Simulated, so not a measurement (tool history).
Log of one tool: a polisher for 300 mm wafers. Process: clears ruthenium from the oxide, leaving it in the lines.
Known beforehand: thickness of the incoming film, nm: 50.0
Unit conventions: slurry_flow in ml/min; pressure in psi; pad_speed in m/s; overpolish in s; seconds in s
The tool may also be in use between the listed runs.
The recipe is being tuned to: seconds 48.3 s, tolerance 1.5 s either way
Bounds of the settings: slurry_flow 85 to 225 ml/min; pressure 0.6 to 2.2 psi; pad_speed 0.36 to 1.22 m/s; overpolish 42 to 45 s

Run 1, hour 0: slurry_flow 145 ml/min, pressure 1.4 psi, pad_speed 0.78 m/s, overpolish 42 s. Result: seconds 67.108 s.
Run 2, hour 3.6: slurry_flow 150 ml/min, pressure 1.5 psi, pad_speed 0.78 m/s, overpolish 42 s. Result: seconds 62.992 s.
Run 3, hour 9.4: slurry_flow 175 ml/min, pressure 1.5 psi, pad_speed 0.78 m/s, overpolish 42 s. Result: seconds 60.819 s.
Run 4, hour 12.8: slurry_flow 175 ml/min, pressure 1.5 psi, pad_speed 0.78 m/s, overpolish 42 s. Result: seconds 61.184 s.
Run 5, hour 21.6: slurry_flow 175 ml/min, pressure 1.2 psi, pad_speed 0.78 m/s, overpolish 42 s. Result: seconds 74.882 s.
Run 6, hour 27.9: slurry_flow 180 ml/min, pressure 1.3 psi, pad_speed 0.78 m/s, overpolish 42 s. Result: seconds 69.673 s.
Run 7, hour 35.9: slurry_flow 180 ml/min, pressure 1.4 psi, pad_speed 0.78 m/s, overpolish 42 s. Result: seconds 65.17 s.
Run 8, hour 41.9: slurry_flow 180 ml/min, pressure 1.5 psi, pad_speed 0.78 m/s, overpolish 42 s. Result: seconds 60.863 s.
Run 9, hour 43.2: slurry_flow 180 ml/min, pressure 1.6 psi, pad_speed 0.78 m/s, overpolish 42 s. Result: seconds 57.142 s.

Of the 5 settings listed for the next run, only one would bring every result within its allowed miss of target. Which one?
Run A, hour 44.5: slurry_flow 150 ml/min, pressure 2 psi, pad_speed 0.76 m/s, overpolish 45 s. Result: seconds ?.
Run B, hour 44.5: slurry_flow 155 ml/min, pressure 1.4 psi, pad_speed 0.98 m/s, overpolish 42 s. Result: seconds ?.
Run C, hour 44.5: slurry_flow 185 ml/min, pressure 1.5 psi, pad_speed 0.64 m/s, overpolish 43 s. Result: seconds ?.
Run D, hour 44.5: slurry_flow 225 ml/min, pressure 1.4 psi, pad_speed 0.84 m/s, overpolish 44 s. Result: seconds ?.
Run E, hour 44.5: slurry_flow 195 ml/min, pressure 1.7 psi, pad_speed 0.58 m/s, overpolish 42 s. Result: seconds ?.

move  seconds
   A   47.589
   B   52.335
   C    72.09
   D   57.794
   E   69.664
A: all results in spec
B: nearer than the last run, and not there yet
C: further off than the last run
D: further off than the last run
E: further off than the last run
Go with A: it meets all targets.
